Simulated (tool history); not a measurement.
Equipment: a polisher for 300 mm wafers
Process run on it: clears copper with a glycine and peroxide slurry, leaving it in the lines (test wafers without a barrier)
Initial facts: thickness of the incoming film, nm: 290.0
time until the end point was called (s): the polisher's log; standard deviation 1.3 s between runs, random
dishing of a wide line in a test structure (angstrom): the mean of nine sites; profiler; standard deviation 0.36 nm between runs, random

| run | hour | flow of slurry (ml/min) | pressure of the wafer on the pad (kPa) | speed of the pad under the wafer (cm/s) | overpolish time after the end point (s) | time until the end point was called (s) | dishing of a wide line in a test structure (angstrom) |
|---|---|---|---|---|---|---|---|
| 1 | 0.0 | 210 | 11.7 | 84 | 11 | 87.040 | 202.16 |
| 2 | 5.5 | 210 | 11.0 | 84 | 11 | 88.720 | 203.88 |
| 3 | 10.7 | 210 | 10.3 | 84 | 11 | 94.023 | 196.52 |
| 4 | 16.0 | 210 | 10.3 | 100 | 11 | 82.397 | 212.46 |
| 5 | 18.6 | 210 | 10.3 | 116 | 11 | 75.127 | 220.03 |
| 6 | 23.2 | 190 | 10.3 | 116 | 11 | 74.694 | 222.82 |
| 7 | 30.9 | 190 | 9.7 | 114 | 11 | 81.598 | 209.76 |
| 8 | 32.5 | 185 | 9.0 | 114 | 11 | 83.133 | 206.11 |
| 9 | 36.9 | 185 | 8.3 | 112 | 11 | 87.627 | 202.05 |
| 10 | 39.9 | 185 | 8.3 | 110 | 11 | 88.673 | 196.03 |
| 11 | 45.4 | 185 | 8.3 | 108 | 11 | 89.996 | 204.88 |
| 12 | 48.8 | 185 | 8.3 | 106 | 11 | 92.538 | 197.88 |
| 13 | 55.3 | 180 | 6.9 | 102 | 12 | 104.650 | 195.29 |

Estimate the outcome of run 14 from the log above:
| 14 | 60.0 | 175 | 6.2 | 102 | 13 | ? | ? |

time until the end point was called (s): 111.010
dishing of a wide line in a test structure (angstrom): 195.18
